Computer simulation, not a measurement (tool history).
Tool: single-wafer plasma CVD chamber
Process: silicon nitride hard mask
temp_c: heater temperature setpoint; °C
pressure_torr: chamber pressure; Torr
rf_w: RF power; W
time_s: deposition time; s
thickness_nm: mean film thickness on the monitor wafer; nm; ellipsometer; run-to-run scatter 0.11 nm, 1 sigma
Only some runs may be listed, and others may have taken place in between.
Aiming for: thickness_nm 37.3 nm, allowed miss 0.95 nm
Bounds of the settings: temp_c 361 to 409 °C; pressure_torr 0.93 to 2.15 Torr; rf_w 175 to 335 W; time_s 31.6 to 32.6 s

| run | hour | temp_c | pressure_torr | rf_w | time_s | thickness_nm |
|---|---|---|---|---|---|---|
| 1 | 0 | 385 | 1.54 | 255 | 31.6 | 31.812 |
| 2 | 4.6 | 385 | 1.54 | 275 | 31.6 | 33.489 |
| 3 | 6.3 | 385 | 1.54 | 275 | 31.6 | 33.551 |
| 4 | 8.9 | 385 | 1.54 | 275 | 32.6 | 34.494 |
| 5 | 9.7 | 385 | 1.59 | 280 | 32.6 | 35.336 |
| 6 | 14.2 | 374 | 1.59 | 280 | 32.6 | 35.604 |
| 7 | 18.5 | 374 | 1.62 | 280 | 32.6 | 35.799 |
| 8 | 27.4 | 374 | 1.65 | 280 | 32.6 | 36.177 |
| 9 | 29 | 374 | 1.67 | 280 | 32.6 | 36.267 |

Of the 4 settings listed for the next run, only one would bring every result within its allowed miss of target. Which one?
| A | 30.6 | 375 | 1.7 | 305 | 31.6 | ? |
| B | 30.6 | 361 | 1.63 | 270 | 32.6 | ? |
| C | 30.6 | 377 | 1.66 | 275 | 32.6 | ? |
| D | 30.6 | 361 | 1.83 | 260 | 32.3 | ? |

| move | thickness_nm |
|---|---|
| A | 37.687 |
| B | 35.171 |
| C | 35.704 |
| D | 35.362 |
A: every result within its allowed miss
B: its largest miss is bigger than the last run's
C: its largest miss is bigger than the last run's
D: its largest miss is bigger than the last run's
Correct choice: A, which meets every target
